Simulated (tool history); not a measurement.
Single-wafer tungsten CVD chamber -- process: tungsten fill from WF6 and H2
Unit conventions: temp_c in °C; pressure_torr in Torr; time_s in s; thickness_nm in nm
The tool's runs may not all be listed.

Run 1, hour 0: temp_c 395 °C, pressure_torr 47.4 Torr, time_s 15.8 s. Result: thickness_nm 51.19 nm.
Run 2, hour 4.6: temp_c 400 °C, pressure_torr 47.4 Torr, time_s 15.8 s. Result: thickness_nm 56.004 nm.
Run 3, hour 9.5: temp_c 400 °C, pressure_torr 41.8 Torr, time_s 15.8 s. Result: thickness_nm 53.559 nm.
Run 4, hour 12.9: temp_c 400 °C, pressure_torr 41.8 Torr, time_s 16.3 s. Result: thickness_nm 55.507 nm.
Run 5, hour 13.7: temp_c 406 °C, pressure_torr 41.8 Torr, time_s 16.3 s. Result: thickness_nm 60.716 nm.
Run 6, hour 16.7: temp_c 414 °C, pressure_torr 41.8 Torr, time_s 16.3 s. Result: thickness_nm 68.51 nm.

Run 7 comes next. What will it give?
Run 7, hour 24: temp_c 402 °C, pressure_torr 40.3 Torr, time_s 16.3 s. Result: thickness_nm ?.

thickness_nm: 56.583 nm

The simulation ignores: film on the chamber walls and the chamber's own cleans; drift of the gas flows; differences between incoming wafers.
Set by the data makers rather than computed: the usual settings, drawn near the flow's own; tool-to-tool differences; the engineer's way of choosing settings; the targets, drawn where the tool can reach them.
